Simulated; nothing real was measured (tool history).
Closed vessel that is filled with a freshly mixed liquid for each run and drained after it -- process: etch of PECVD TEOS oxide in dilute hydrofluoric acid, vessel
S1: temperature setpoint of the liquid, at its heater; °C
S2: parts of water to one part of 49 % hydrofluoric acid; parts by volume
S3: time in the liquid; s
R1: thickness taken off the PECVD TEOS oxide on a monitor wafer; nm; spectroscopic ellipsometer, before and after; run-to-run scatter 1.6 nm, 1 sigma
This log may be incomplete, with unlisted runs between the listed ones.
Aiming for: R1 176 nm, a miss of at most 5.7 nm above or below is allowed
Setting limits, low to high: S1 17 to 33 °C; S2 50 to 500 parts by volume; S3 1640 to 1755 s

run    day    S1   S2    S3      R1
  1      0    25  275  1640  79.108
  2  0.346  23.5  275  1640  77.481
  3  0.608  23.5  370  1640  52.482
  4  0.767  20.5  370  1640  46.605
  5  0.892    24  300  1645  71.766
  6  1.004    24  235  1645  94.798
  7  1.246    26  205  1645  120.15
  8  1.338    28  195  1645  138.59
  9  1.471  29.5  195  1645  145.86
 10   1.85  30.5  190  1645  153.87
 11  1.904    31  185  1645  165.03
 12  2.225  31.5  185  1645  169.19

Pick the move, out of 5, that brings all results within their allowed miss; only one does.
  A  2.546    30  180  1755   ?
  B  2.546  28.5  160  1755   ?
  C  2.546  32.5  170  1640   ?
  D  2.546    32  190  1640   ?
  E  2.546  30.5  175  1755   ?

move      R1
   A  175.26
   B  191.64
   C  191.63
   D  164.15
   E  184.62
A: every result lands within tolerance
B: carries the result that was furthest off beyond its target, to the other side
C: carries the result that was furthest off beyond its target, to the other side
D: lands further from the targets than the last run did
E: carries the result that was furthest off beyond its target, to the other side
The right move is A.

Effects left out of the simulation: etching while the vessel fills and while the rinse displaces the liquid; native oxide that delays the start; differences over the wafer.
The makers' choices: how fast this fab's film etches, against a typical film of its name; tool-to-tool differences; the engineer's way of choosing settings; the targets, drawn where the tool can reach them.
